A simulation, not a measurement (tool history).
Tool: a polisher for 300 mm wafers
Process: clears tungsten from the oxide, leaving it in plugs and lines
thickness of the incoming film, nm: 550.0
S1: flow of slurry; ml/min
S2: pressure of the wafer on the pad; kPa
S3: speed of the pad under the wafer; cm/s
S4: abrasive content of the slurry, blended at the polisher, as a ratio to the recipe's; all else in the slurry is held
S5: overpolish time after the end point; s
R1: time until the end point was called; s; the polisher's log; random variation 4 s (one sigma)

run	hour	S1	S2	S3	S4	S5	R1
1	0	235	31	108	1	5	110.73
2	7.4	235	26.9	104	1	5	131.05
3	8.4	235	20	104	1	5	150.63
4	12.7	235	18.6	98	1	5	167.33
5	16.1	235	17.2	94	1	5	184.46
6	23.9	235	16.5	92	1	5	195.87
7	29.3	235	15.9	92	1	5	197.79

The next listed run, before its measurement:
8	31.4	235	15.2	92	1	5	?

Run 8 gave R1 204.54 s.
